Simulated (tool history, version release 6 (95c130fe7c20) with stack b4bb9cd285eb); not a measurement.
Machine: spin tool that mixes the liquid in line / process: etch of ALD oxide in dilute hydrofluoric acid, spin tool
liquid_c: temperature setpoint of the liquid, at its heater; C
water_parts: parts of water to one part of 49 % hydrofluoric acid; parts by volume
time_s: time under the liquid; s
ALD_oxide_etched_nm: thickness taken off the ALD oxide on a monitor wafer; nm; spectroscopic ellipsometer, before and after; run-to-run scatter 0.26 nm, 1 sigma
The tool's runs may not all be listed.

run  hour  liquid_c  water_parts  time_s  ALD_oxide_etched_nm
  1   0.0      25.0          115     200               30.489
  2   4.6      25.0          115     215               32.912
  3   7.8      25.0          115     200               30.250
  4  10.3      25.0          115     200               30.632
  5  11.3      25.0          115     200               30.993
  6  13.9      24.5          115     200               30.255

What does the tool deliver on the next run?
  7  15.0      23.5          115     200                    ?

ALD_oxide_etched_nm: 28.598 nm

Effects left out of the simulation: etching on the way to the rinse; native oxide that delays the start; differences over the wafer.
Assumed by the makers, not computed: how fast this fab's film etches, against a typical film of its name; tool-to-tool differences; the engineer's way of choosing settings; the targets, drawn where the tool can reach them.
